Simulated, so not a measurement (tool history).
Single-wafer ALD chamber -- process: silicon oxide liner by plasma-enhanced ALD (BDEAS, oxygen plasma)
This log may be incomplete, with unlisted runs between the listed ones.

run,hour,heater temperature setpoint (deg C),number of ALD cycles (cycles),mean film thickness on the monitor wafer (angstrom)
1,0.0,315,75,64.606
2,4.9,315,64,55.154
3,8.7,323,64,54.778
4,12.4,323,69,58.386
5,16.6,322,71,60.377
6,23.9,322,73,62.643
7,32.0,322,73,62.028
8,38.0,322,75,64.085
9,46.1,322,76,64.984

Run 10 comes next. What will it give?
10,49.6,322,77,?

Run 10 yielded mean film thickness on the monitor wafer (angstrom) 65.752.
